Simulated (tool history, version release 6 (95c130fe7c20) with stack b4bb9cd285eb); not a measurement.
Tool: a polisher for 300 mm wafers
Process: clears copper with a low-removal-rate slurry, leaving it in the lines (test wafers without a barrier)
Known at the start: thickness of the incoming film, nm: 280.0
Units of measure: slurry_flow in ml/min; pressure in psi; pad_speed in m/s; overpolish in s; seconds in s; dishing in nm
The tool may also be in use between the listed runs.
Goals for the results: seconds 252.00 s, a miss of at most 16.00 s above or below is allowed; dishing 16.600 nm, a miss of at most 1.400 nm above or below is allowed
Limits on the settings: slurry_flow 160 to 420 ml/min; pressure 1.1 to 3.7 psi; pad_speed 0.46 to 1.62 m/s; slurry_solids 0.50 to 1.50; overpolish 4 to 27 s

Run 1, hour 0.0: slurry_flow 270 ml/min, pressure 2.4 psi, pad_speed 1.04 m/s, slurry_solids 1.00, overpolish 14 s. Result: seconds 128.69 s, dishing 23.845 nm.
Run 2, hour 1.3: slurry_flow 325 ml/min, pressure 2.4 psi, pad_speed 1.04 m/s, slurry_solids 1.00, overpolish 14 s. Result: seconds 129.62 s, dishing 23.512 nm.
Run 3, hour 3.6: slurry_flow 325 ml/min, pressure 2.0 psi, pad_speed 1.04 m/s, slurry_solids 1.00, overpolish 14 s. Result: seconds 154.47 s, dishing 20.167 nm.
Run 4, hour 9.8: slurry_flow 325 ml/min, pressure 2.0 psi, pad_speed 1.04 m/s, slurry_solids 1.00, overpolish 8 s. Result: seconds 150.03 s, dishing 11.926 nm.
Run 5, hour 18.3: slurry_flow 325 ml/min, pressure 1.8 psi, pad_speed 1.02 m/s, slurry_solids 1.00, overpolish 10 s. Result: seconds 171.32 s, dishing 13.311 nm.
Run 6, hour 20.4: slurry_flow 325 ml/min, pressure 1.7 psi, pad_speed 1.00 m/s, slurry_solids 1.00, overpolish 11 s. Result: seconds 184.70 s, dishing 13.531 nm.
Run 7, hour 29.0: slurry_flow 325 ml/min, pressure 1.6 psi, pad_speed 1.00 m/s, slurry_solids 1.00, overpolish 12 s. Result: seconds 195.64 s, dishing 13.512 nm.
Run 8, hour 35.3: slurry_flow 325 ml/min, pressure 1.5 psi, pad_speed 1.00 m/s, slurry_solids 1.00, overpolish 13 s. Result: seconds 212.25 s, dishing 13.565 nm.
Run 9, hour 41.2: slurry_flow 325 ml/min, pressure 1.5 psi, pad_speed 1.00 m/s, slurry_solids 1.00, overpolish 14 s. Result: seconds 203.56 s, dishing 14.795 nm.
Run 10, hour 49.7: slurry_flow 325 ml/min, pressure 1.4 psi, pad_speed 1.00 m/s, slurry_solids 1.00, overpolish 15 s. Result: seconds 220.00 s, dishing 14.426 nm.
Run 11, hour 57.8: slurry_flow 325 ml/min, pressure 1.4 psi, pad_speed 1.00 m/s, slurry_solids 1.00, overpolish 16 s. Result: seconds 218.91 s, dishing 16.141 nm.
At hour 65.1: slurry nozzle cleaned.
Run 12, hour 65.1: slurry_flow 325 ml/min, pressure 1.3 psi, pad_speed 0.98 m/s, slurry_solids 1.00, overpolish 17 s. Result: seconds 230.21 s, dishing 15.868 nm.
Run 13, hour 70.4: slurry_flow 325 ml/min, pressure 1.1 psi, pad_speed 0.96 m/s, slurry_solids 1.00, overpolish 20 s. Result: seconds 280.20 s, dishing 15.210 nm.

Which single option among these 4 for the next run brings every result within its allowed miss of target? Just one does.
Run A, hour 75.7: slurry_flow 320 ml/min, pressure 1.4 psi, pad_speed 0.84 m/s, slurry_solids 1.05, overpolish 15 s. Result: seconds ?, dishing ?.
Run B, hour 75.7: slurry_flow 335 ml/min, pressure 1.2 psi, pad_speed 1.14 m/s, slurry_solids 0.90, overpolish 21 s. Result: seconds ?, dishing ?.
Run C, hour 75.7: slurry_flow 295 ml/min, pressure 1.1 psi, pad_speed 1.08 m/s, slurry_solids 0.95, overpolish 26 s. Result: seconds ?, dishing ?.
Run D, hour 75.7: slurry_flow 165 ml/min, pressure 1.1 psi, pad_speed 1.14 m/s, slurry_solids 1.05, overpolish 19 s. Result: seconds ?, dishing ?.

move  seconds  dishing
   A   261.66   13.625
   B   235.03   20.323
   C   267.50   21.793
   D   267.30   16.473
A: the worst result of the last run now meets its target, but another is out of spec
B: takes the biggest miss from the last run beyond its target
C: the worst result of the last run now meets its target, but another is out of spec
D: every result within its allowed miss
Correct choice: D, which meets every target

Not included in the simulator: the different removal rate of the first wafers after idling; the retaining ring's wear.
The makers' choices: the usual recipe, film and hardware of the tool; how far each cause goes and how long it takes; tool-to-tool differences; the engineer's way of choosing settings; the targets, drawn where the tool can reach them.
